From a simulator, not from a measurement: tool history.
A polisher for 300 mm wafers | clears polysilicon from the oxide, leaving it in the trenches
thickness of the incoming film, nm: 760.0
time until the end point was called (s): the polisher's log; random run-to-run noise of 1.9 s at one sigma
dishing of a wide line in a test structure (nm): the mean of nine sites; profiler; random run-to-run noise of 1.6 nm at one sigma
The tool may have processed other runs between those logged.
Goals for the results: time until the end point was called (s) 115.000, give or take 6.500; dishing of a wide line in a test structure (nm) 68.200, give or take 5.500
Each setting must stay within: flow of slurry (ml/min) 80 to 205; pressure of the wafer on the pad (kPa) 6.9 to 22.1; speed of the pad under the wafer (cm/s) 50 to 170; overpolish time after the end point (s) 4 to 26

run	hour	flow of slurry (ml/min)	pressure of the wafer on the pad (kPa)	speed of the pad under the wafer (cm/s)	overpolish time after the end point (s)	time until the end point was called (s)	dishing of a wide line in a test structure (nm)
1	0.0	135	14.5	110	13	64.733	71.467
2	2.4	155	14.5	110	13	63.652	69.711
3	4.0	150	12.4	108	15	75.370	71.180
4	11.5	150	12.4	108	18	75.513	76.007
5	15.3	180	12.4	108	18	70.427	75.165
6	19.0	180	12.4	108	12	73.631	64.713
7	27.0	175	11.0	106	14	81.691	65.152
8	32.5	170	9.7	104	16	95.483	68.119
9	34.9	165	9.0	104	16	107.480	61.036

Exactly one of the 5 candidate moves below puts every result within its allowed miss. Which one?
A	37.3	170	8.3	98	11	?	?
B	37.3	145	6.9	124	21	?	?
C	37.3	175	8.3	118	26	?	?
D	37.3	160	9.7	104	18	?	?
E	37.3	175	7.6	116	12	?	?

move	time until the end point was called (s)	dishing of a wide line in a test structure (nm)
A	117.350	48.127
B	117.510	66.720
C	99.858	74.815
D	97.421	67.558
E	110.030	52.673
A: moves away from the targets compared with the last run
B: all results land within tolerance of their targets
C: takes the result that was furthest off past its target
D: brings the result that was furthest off to its target, and leaves another outside
E: moves away from the targets compared with the last run
B is the move that brings every result within its allowed miss.
